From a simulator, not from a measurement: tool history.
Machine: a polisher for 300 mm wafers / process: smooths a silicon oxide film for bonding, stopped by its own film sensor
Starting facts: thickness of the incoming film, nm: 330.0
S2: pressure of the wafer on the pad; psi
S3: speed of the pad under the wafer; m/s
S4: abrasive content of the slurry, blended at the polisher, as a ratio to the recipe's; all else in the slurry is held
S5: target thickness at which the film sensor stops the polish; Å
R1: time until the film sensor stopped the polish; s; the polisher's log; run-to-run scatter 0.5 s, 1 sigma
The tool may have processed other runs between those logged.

{"run": 1, "hour": 0.0, "flow of slurry (ml/min)": 200, "S2": 1.5, "S3": 0.84, "S4": 1.0, "S5": 3100, "R1": 47.904}
{"run": 2, "hour": 8.3, "flow of slurry (ml/min)": 200, "S2": 1.4, "S3": 0.84, "S4": 1.0, "S5": 3100, "R1": 50.989}
{"run": 3, "hour": 11.5, "flow of slurry (ml/min)": 200, "S2": 1.4, "S3": 0.84, "S4": 0.85, "S5": 3100, "R1": 52.4}
{"run": 4, "hour": 17.4, "flow of slurry (ml/min)": 200, "S2": 1.2, "S3": 0.84, "S4": 0.85, "S5": 3100, "R1": 64.543}
{"run": 5, "hour": 26.3, "flow of slurry (ml/min)": 200, "S2": 1.4, "S3": 0.86, "S4": 0.85, "S5": 3100, "R1": 53.943}
{"run": 6, "hour": 31.3, "flow of slurry (ml/min)": 200, "S2": 1.4, "S3": 1.06, "S4": 0.85, "S5": 3100, "R1": 46.07}
{"hour": 36.4, "done": "slurry nozzle cleaned"}
{"run": 7, "hour": 36.4, "flow of slurry (ml/min)": 200, "S2": 1.5, "S3": 1.08, "S4": 0.85, "S5": 3100, "R1": 39.327}
{"run": 8, "hour": 43.8, "flow of slurry (ml/min)": 200, "S2": 1.6, "S3": 1.08, "S4": 0.85, "S5": 3100, "R1": 37.401}
{"run": 9, "hour": 52.7, "flow of slurry (ml/min)": 200, "S2": 1.7, "S3": 1.08, "S4": 0.85, "S5": 3100, "R1": 34.471}

Forecast run 10:
{"run": 10, "hour": 54.1, "flow of slurry (ml/min)": 200, "S2": 1.8, "S3": 1.08, "S4": 0.85, "S5": 3100, "R1": "?"}

Logged for run 10: R1 32.634 s.

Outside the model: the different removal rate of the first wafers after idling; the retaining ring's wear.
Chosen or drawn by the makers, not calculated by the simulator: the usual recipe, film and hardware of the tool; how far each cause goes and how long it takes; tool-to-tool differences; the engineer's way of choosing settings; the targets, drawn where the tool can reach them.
